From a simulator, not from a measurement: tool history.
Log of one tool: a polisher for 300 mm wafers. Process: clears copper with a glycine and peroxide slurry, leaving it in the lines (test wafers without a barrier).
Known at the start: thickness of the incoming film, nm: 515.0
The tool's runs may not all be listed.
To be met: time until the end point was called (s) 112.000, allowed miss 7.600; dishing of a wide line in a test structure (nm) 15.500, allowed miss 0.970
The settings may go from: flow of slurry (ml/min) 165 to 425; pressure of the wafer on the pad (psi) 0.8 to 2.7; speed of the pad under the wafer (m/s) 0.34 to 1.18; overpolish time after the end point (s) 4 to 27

| run | day | flow of slurry (ml/min) | pressure of the wafer on the pad (psi) | speed of the pad under the wafer (m/s) | overpolish time after the end point (s) | time until the end point was called (s) | dishing of a wide line in a test structure (nm) |
|---|---|---|---|---|---|---|---|
| 1 | 0.000 | 275 | 1.7 | 0.76 | 14 | 146.170 | 31.913 |
| 2 | 0.217 | 325 | 1.7 | 0.76 | 14 | 142.750 | 31.397 |
| 3 | 0.304 | 325 | 1.7 | 0.60 | 14 | 169.290 | 28.166 |
| 4 | 0.671 | 325 | 1.7 | 0.60 | 18 | 169.170 | 34.816 |
| 5 | 1.029 | 325 | 2.0 | 0.60 | 18 | 149.890 | 38.371 |
| 6 | 1.404 | 325 | 2.3 | 0.60 | 18 | 135.850 | 42.896 |
| 7 | 1.500 | 345 | 2.1 | 0.68 | 16 | 135.180 | 39.830 |
| 8 | 1.867 | 315 | 2.0 | 0.72 | 14 | 135.560 | 35.045 |
| 9 | 2.150 | 335 | 1.8 | 0.80 | 12 | 132.850 | 30.157 |
| 10 | 2.392 | 350 | 1.6 | 0.86 | 11 | 137.060 | 26.384 |
| 11 | 2.438 | 365 | 1.5 | 0.92 | 10 | 139.180 | 24.669 |
| 12 | 2.650 | 375 | 1.4 | 0.96 | 9 | 137.780 | 21.874 |
| 13 | 2.871 | 385 | 1.4 | 1.00 | 8 | 133.840 | 20.221 |

Which of these 4 next moves meets every target?
| A | 3.092 | 400 | 2.2 | 1.08 | 4 | ? | ? |
| B | 3.092 | 340 | 1.7 | 1.10 | 5 | ? | ? |
| C | 3.092 | 425 | 1.6 | 1.14 | 4 | ? | ? |
| D | 3.092 | 420 | 1.8 | 1.18 | 4 | ? | ? |

| move | time until the end point was called (s) | dishing of a wide line in a test structure (nm) |
|---|---|---|
| A | 91.877 | 15.131 |
| B | 112.080 | 15.438 |
| C | 112.490 | 12.404 |
| D | 100.280 | 13.869 |
A: brings the result that was furthest off to its target, and leaves another outside
B: meets every target
C: takes the result that was furthest off past its target
D: takes the result that was furthest off past its target
The right move is B.
